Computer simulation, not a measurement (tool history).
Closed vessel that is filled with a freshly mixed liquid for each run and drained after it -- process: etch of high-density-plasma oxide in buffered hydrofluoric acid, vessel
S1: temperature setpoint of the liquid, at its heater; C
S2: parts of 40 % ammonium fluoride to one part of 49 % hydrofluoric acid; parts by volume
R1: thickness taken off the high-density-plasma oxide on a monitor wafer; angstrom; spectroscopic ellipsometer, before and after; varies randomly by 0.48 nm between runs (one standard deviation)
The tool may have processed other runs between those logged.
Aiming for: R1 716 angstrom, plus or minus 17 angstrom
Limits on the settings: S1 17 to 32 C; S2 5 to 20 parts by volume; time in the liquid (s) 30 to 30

Run 1, hour 0: S1 24 C, S2 12 parts by volume, time in the liquid (s) 30. Result: R1 309.45 angstrom.
Run 2, hour 1.8: S1 26.5 C, S2 10.5 parts by volume, time in the liquid (s) 30. Result: R1 401.67 angstrom.
Run 3, hour 5.8: S1 28.5 C, S2 9.5 parts by volume, time in the liquid (s) 30. Result: R1 493.29 angstrom.
Run 4, hour 8.2: S1 29.5 C, S2 9 parts by volume, time in the liquid (s) 30. Result: R1 530.22 angstrom.
Run 5, hour 14: S1 29.5 C, S2 10.5 parts by volume, time in the liquid (s) 30. Result: R1 471.85 angstrom.
Run 6, hour 21.8: S1 30.5 C, S2 9.5 parts by volume, time in the liquid (s) 30. Result: R1 536.64 angstrom.
Run 7, hour 23.6: S1 31 C, S2 8.5 parts by volume, time in the liquid (s) 30. Result: R1 614.92 angstrom.
Run 8, hour 32.4: S1 31.5 C, S2 8 parts by volume, time in the liquid (s) 30. Result: R1 673.46 angstrom.
Run 9, hour 37.7: S1 32 C, S2 8 parts by volume, time in the liquid (s) 30. Result: R1 691.58 angstrom.
Run 10, hour 40.6: S1 32 C, S2 7.5 parts by volume, time in the liquid (s) 30. Result: R1 745.26 angstrom.

Which one of the following 5 next-run settings gets every result inside its allowed miss? There is exactly one.
Run A, hour 43.5: S1 30 C, S2 7 parts by volume, time in the liquid (s) 30. Result: R1 ?.
Run B, hour 43.5: S1 32 C, S2 7 parts by volume, time in the liquid (s) 30. Result: R1 ?.
Run C, hour 43.5: S1 30 C, S2 6.5 parts by volume, time in the liquid (s) 30. Result: R1 ?.
Run D, hour 43.5: S1 32 C, S2 8 parts by volume, time in the liquid (s) 30. Result: R1 ?.
Run E, hour 43.5: S1 31.5 C, S2 7 parts by volume, time in the liquid (s) 30. Result: R1 ?.

move      R1
   A  716.17
   B  795.97
   C   763.7
   D  689.17
   E  775.32
A: each result inside its tolerance
B: lands further from the targets than the last run did
C: lands further from the targets than the last run did
D: moves the result that the last run missed by most past its target, out the other side
E: lands further from the targets than the last run did
Correct choice: A, which meets every target
